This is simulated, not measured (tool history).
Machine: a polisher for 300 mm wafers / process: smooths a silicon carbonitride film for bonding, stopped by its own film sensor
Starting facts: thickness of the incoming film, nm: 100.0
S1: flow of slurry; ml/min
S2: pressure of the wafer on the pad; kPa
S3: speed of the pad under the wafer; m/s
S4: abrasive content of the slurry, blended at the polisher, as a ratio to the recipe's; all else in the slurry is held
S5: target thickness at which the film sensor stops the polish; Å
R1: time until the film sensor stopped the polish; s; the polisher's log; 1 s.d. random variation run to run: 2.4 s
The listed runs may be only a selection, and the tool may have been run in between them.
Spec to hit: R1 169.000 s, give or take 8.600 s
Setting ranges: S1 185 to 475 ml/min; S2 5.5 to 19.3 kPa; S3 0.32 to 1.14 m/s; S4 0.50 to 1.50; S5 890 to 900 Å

{"run": 1, "hour": 0.0, "S1": 305, "S2": 12.4, "S3": 0.72, "S4": 1.0, "S5": 890, "R1": 82.855}
{"run": 2, "hour": 6.1, "S1": 305, "S2": 12.4, "S3": 0.72, "S4": 1.2, "S5": 890, "R1": 77.959}
{"run": 3, "hour": 10.6, "S1": 305, "S2": 12.4, "S3": 0.72, "S4": 1.05, "S5": 890, "R1": 81.573}
{"run": 4, "hour": 17.0, "S1": 305, "S2": 10.3, "S3": 0.66, "S4": 1.05, "S5": 890, "R1": 104.95}
{"run": 5, "hour": 19.5, "S1": 305, "S2": 9.0, "S3": 0.64, "S4": 1.05, "S5": 890, "R1": 121.31}
{"run": 6, "hour": 26.7, "S1": 305, "S2": 9.0, "S3": 0.56, "S4": 1.05, "S5": 890, "R1": 131.55}
{"run": 7, "hour": 31.8, "S1": 305, "S2": 8.3, "S3": 0.56, "S4": 1.05, "S5": 890, "R1": 143.88}
{"run": 8, "hour": 40.3, "S1": 305, "S2": 7.6, "S3": 0.56, "S4": 1.05, "S5": 890, "R1": 156.85}

Exercise: of the 5 proposed moves below, exactly one satisfies all targets within the stated allowed misses. Which move is it?
{"run": "A", "hour": 48.8, "S1": 235, "S2": 10.3, "S3": 0.54, "S4": 0.65, "S5": 890, "R1": "?"}
{"run": "B", "hour": 48.8, "S1": 275, "S2": 6.2, "S3": 0.56, "S4": 1.05, "S5": 890, "R1": "?"}
{"run": "C", "hour": 48.8, "S1": 310, "S2": 11.0, "S3": 0.4, "S4": 0.8, "S5": 890, "R1": "?"}
{"run": "D", "hour": 48.8, "S1": 265, "S2": 6.9, "S3": 0.6, "S4": 0.95, "S5": 890, "R1": "?"}
{"run": "E", "hour": 48.8, "S1": 290, "S2": 7.6, "S3": 0.44, "S4": 1.1, "S5": 890, "R1": "?"}

move=A R1=139.230
move=B R1=191.170
move=C R1=149.650
move=D R1=169.850
move=E R1=184.330
A: moves away from the targets compared with the last run
B: carries the result that was furthest off beyond its target, to the other side
C: moves away from the targets compared with the last run
D: every result lands within tolerance
E: carries the result that was furthest off beyond its target, to the other side
The move that meets every target is D.
